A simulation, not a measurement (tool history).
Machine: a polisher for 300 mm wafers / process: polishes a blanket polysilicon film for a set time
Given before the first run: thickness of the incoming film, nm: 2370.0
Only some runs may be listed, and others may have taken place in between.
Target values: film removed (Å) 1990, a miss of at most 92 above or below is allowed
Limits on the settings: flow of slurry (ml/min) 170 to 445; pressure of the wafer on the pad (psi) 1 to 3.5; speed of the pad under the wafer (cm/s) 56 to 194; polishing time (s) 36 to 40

| run | day | flow of slurry (ml/min) | pressure of the wafer on the pad (psi) | speed of the pad under the wafer (cm/s) | polishing time (s) | film removed (Å) |
|---|---|---|---|---|---|---|
| 1 | 0 | 285 | 2.2 | 124 | 40 | 3358.2 |
| 2 | 0.367 | 285 | 1.9 | 122 | 40 | 2873.6 |
| 3 | 0.504 | 285 | 1.9 | 122 | 40 | 2879.9 |
| 4 | 0.717 | 285 | 1.7 | 122 | 40 | 2602.9 |
| 5 | 0.867 | 285 | 1.6 | 122 | 40 | 2456.4 |
| 6 | 1.046 | 285 | 1.6 | 150 | 40 | 2968.9 |
| 7 | 1.208 | 285 | 1 | 128 | 39 | 1581.4 |
| 8 | 1.454 | 285 | 1.1 | 128 | 39 | 1745.3 |
| 9 | 1.538 | 285 | 1.2 | 128 | 39 | 1881.8 |

Below are 4 possible settings for the next run. Only one of them brings all results inside the allowed miss of their targets. Which is it?
| A | 1.621 | 320 | 1.2 | 126 | 38 | ? |
| B | 1.621 | 300 | 1.1 | 126 | 39 | ? |
| C | 1.621 | 260 | 1.5 | 106 | 40 | ? |
| D | 1.621 | 180 | 1.6 | 98 | 39 | ? |

| move | film removed (Å) |
|---|---|
| A | 1834.9 |
| B | 1724.3 |
| C | 1979 |
| D | 1809.1 |
A: moves away from the targets compared with the last run
B: moves away from the targets compared with the last run
C: meets every target
D: moves away from the targets compared with the last run
So the answer is move C, the one that meets all the targets.

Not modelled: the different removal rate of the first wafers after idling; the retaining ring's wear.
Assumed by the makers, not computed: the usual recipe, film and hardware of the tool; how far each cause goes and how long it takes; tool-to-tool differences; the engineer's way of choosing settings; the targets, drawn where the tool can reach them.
